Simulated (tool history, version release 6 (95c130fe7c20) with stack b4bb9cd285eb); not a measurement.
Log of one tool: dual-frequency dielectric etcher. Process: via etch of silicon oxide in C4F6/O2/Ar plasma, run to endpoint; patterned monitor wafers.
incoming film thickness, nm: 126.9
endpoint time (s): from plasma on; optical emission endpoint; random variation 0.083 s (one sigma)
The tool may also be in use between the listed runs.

run    day  bias power (W)  source power (W)  Ar flow (sccm)  endpoint time (s)
  1      0             621               330             343             26.771
  2  0.338             621               270             343              29.35
  3  0.379             621               270             312             28.853
  4  0.638             673               290             307             26.734
  5  0.892             715               300             305             25.502
  6  1.046             748               310             304             24.568
  7  1.238             774               310             303             24.288
  8  1.388             774               310             303             24.418

Forecast run 9:
  9  1.571             774               310             303                  ?

endpoint time (s): 24.226
